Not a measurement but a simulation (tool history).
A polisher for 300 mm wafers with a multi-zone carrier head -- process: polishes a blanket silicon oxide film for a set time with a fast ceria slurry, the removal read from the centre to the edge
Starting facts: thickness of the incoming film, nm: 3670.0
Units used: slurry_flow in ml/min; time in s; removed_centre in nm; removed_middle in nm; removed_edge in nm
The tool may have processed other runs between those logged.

run	hour	slurry_flow	centre_zone	middle_zone	edge_zone	time	removed_centre	removed_middle	removed_edge
1	0.0	230	1.00	1.00	1.00	78	1065.60	1072.20	1089.40
2	1.7	230	1.01	1.00	0.98	75	1057.00	1026.20	1037.80
3	10.6	230	1.01	1.00	0.98	92	1285.00	1266.00	1280.90
4	19.4	265	1.01	1.00	0.98	92	1286.70	1292.70	1294.10
5	26.3	265	1.01	0.96	0.98	92	1321.70	1233.70	1289.40
6	33.8	265	1.01	0.96	1.02	92	1305.60	1242.90	1299.30
7	42.5	270	1.07	1.06	0.92	70	1070.40	1033.90	958.30
8	43.5	275	1.07	1.06	0.91	67	999.77	988.03	915.05
9	46.6	275	1.07	1.06	0.90	65	984.14	964.23	878.00
10	52.4	275	1.07	1.05	0.89	64	970.10	942.29	866.99
11	60.0	275	1.07	1.05	0.88	63	950.32	917.53	852.08
12	68.6	275	1.07	1.05	0.87	62	957.18	913.03	832.02
13	69.8	275	1.07	1.05	0.87	62	942.94	906.98	822.31
14	76.9	210	1.05	1.02	0.81	56	801.59	765.45	721.07
15	83.4	215	1.05	1.02	0.81	56	784.93	775.25	714.72
16	91.0	215	1.05	1.02	0.81	56	800.71	775.46	713.48

Expected results for the next run?
17	96.1	220	1.05	1.02	0.81	56	?	?	?

{"run 17": {"removed_centre": 811.49, "removed_middle": 776.24, "removed_edge": 710.08}}
